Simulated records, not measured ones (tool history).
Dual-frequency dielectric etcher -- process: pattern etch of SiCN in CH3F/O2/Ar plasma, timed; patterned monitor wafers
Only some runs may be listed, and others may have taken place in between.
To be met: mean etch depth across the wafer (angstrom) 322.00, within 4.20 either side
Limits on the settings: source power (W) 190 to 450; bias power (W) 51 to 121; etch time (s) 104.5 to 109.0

run  hour  source power (W)  bias power (W)  etch time (s)  mean etch depth across the wafer (angstrom)
  1   0.0               320              86          104.5                                       391.78
  2   8.2               370              86          104.5                                       405.95
  3  13.8               400              86          104.5                                       417.30
  4  19.8               400              86          104.5                                       420.31
  5  23.4               400              86          104.5                                       420.73
  6  30.4               330              79          104.5                                       386.10
  7  36.9               290              71          104.5                                       361.55
  8  45.6               260              67          104.5                                       345.66
  9  50.5               260              67          104.5                                       344.58
 10  58.2               240              66          104.5                                       337.88
 11  63.3               220              65          104.5                                       326.27

Pick the move, out of 4, that brings all results within their allowed miss; only one does.
  A  68.4               190              74          107.5                                            ?
  B  68.4               230              64          105.0                                            ?
  C  68.4               190              74          106.0                                            ?
  D  68.4               220              54          108.5                                            ?

move  mean etch depth across the wafer (angstrom)
   A                                       337.49
   B                                       332.41
   C                                       332.78
   D                                       324.74
A: its largest miss is bigger than the last run's
B: its largest miss is bigger than the last run's
C: its largest miss is bigger than the last run's
D: every result within its allowed miss
D is the move that brings every result within its allowed miss.
